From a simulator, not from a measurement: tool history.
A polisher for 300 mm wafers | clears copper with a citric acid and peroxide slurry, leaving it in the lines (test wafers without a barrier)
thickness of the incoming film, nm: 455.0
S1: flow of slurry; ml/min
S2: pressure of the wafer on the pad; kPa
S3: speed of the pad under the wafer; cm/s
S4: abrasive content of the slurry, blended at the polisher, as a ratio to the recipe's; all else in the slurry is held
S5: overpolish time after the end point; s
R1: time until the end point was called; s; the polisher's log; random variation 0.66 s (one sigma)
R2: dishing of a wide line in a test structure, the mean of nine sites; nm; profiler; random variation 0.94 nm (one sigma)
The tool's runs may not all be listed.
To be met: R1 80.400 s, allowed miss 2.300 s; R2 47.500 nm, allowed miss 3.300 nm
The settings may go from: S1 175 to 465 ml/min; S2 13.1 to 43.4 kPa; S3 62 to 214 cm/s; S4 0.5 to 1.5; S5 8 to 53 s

| run | hour | S1 | S2 | S3 | S4 | S5 | R1 | R2 |
|---|---|---|---|---|---|---|---|---|
| 1 | 0.0 | 295 | 28.3 | 138 | 1.0 | 27 | 101.620 | 73.542 |
| 2 | 2.3 | 295 | 29.0 | 140 | 1.0 | 24 | 98.475 | 67.164 |
| 3 | 4.8 | 295 | 29.6 | 140 | 1.0 | 22 | 96.993 | 63.903 |
| 4 | 12.8 | 295 | 29.6 | 174 | 1.0 | 22 | 82.875 | 72.281 |
| 5 | 19.3 | 295 | 29.6 | 148 | 1.0 | 22 | 92.748 | 69.210 |
| 6 | 24.7 | 295 | 29.6 | 152 | 1.0 | 20 | 90.050 | 61.832 |
| 7 | 29.0 | 295 | 30.3 | 152 | 1.0 | 19 | 88.650 | 61.145 |
| 8 | 37.0 | 295 | 31.0 | 152 | 1.0 | 18 | 87.064 | 59.932 |
| 9 | 41.5 | 295 | 31.7 | 152 | 1.0 | 17 | 85.441 | 57.046 |
| 10 | 49.9 | 295 | 31.7 | 152 | 1.0 | 16 | 86.755 | 57.516 |
| 11 | 52.5 | 295 | 32.4 | 152 | 1.0 | 15 | 85.297 | 53.717 |
| 12 | 53.4 | 295 | 33.1 | 152 | 1.0 | 14 | 83.364 | 50.691 |
| 13 | 54.2 | 300 | 34.5 | 152 | 1.0 | 10 | 79.881 | 42.926 |
| 14 | 63.3 | 295 | 34.5 | 152 | 1.0 | 10 | 80.145 | 42.675 |

Which of these 5 next moves meets every target?
| A | 72.4 | 295 | 37.2 | 140 | 1.2 | 13 | ? | ? |
| B | 72.4 | 245 | 29.6 | 202 | 0.9 | 8 | ? | ? |
| C | 72.4 | 280 | 34.5 | 142 | 1.0 | 13 | ? | ? |
| D | 72.4 | 270 | 33.8 | 166 | 0.8 | 9 | ? | ? |
| E | 72.4 | 315 | 36.5 | 138 | 1.0 | 12 | ? | ? |

| move | R1 | R2 |
|---|---|---|
| A | 76.363 | 52.846 |
| B | 77.598 | 34.910 |
| C | 84.522 | 48.664 |
| D | 80.901 | 37.416 |
| E | 80.616 | 47.580 |
A: takes the result that was furthest off past its target
B: further off than the last run
C: brings the result that was furthest off to its target, and leaves another outside
D: further off than the last run
E: meets every target
Move E is the one to make.
